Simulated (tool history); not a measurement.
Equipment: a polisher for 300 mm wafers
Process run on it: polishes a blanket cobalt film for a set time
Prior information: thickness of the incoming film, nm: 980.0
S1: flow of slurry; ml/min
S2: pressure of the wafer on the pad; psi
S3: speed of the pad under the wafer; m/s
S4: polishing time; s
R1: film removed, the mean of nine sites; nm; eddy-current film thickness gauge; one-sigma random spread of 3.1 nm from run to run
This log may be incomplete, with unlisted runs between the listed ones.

Run 1, hour 0: S1 230 ml/min, S2 2.1 psi, S3 1.22 m/s, S4 72 s. Result: R1 477.34 nm.
Run 2, hour 0.7: S1 230 ml/min, S2 2.1 psi, S3 1.4 m/s, S4 72 s. Result: R1 539.25 nm.
Run 3, hour 7.8: S1 230 ml/min, S2 1.9 psi, S3 1.4 m/s, S4 72 s. Result: R1 495.34 nm.
Run 4, hour 12.7: S1 230 ml/min, S2 1.7 psi, S3 1.4 m/s, S4 72 s. Result: R1 444.16 nm.
Run 5, hour 16.5: S1 210 ml/min, S2 1.7 psi, S3 1.4 m/s, S4 72 s. Result: R1 431.33 nm.
Run 6, hour 18.5: S1 200 ml/min, S2 1.7 psi, S3 1.4 m/s, S4 72 s. Result: R1 428.31 nm.
Run 7, hour 25.8: S1 190 ml/min, S2 1.7 psi, S3 1.4 m/s, S4 72 s. Result: R1 431.24 nm.
Run 8, hour 30.5: S1 185 ml/min, S2 1.6 psi, S3 1.4 m/s, S4 72 s. Result: R1 402.78 nm.
Run 9, hour 38: S1 180 ml/min, S2 1.6 psi, S3 1.4 m/s, S4 72 s. Result: R1 405.67 nm.
Run 10, hour 40.1: S1 175 ml/min, S2 1.6 psi, S3 1.4 m/s, S4 72 s. Result: R1 399.25 nm.
Run 11, hour 47: S1 175 ml/min, S2 1.6 psi, S3 1.4 m/s, S4 72 s. Result: R1 396.67 nm.
Run 12, hour 55.3: S1 170 ml/min, S2 1.6 psi, S3 1.4 m/s, S4 72 s. Result: R1 398.27 nm.

Run 13 has not been measured yet. What should we expect?
Run 13, hour 57.6: S1 165 ml/min, S2 1.6 psi, S3 1.4 m/s, S4 72 s. Result: R1 ?.

For run 13 the tool returned R1 389.44 nm.
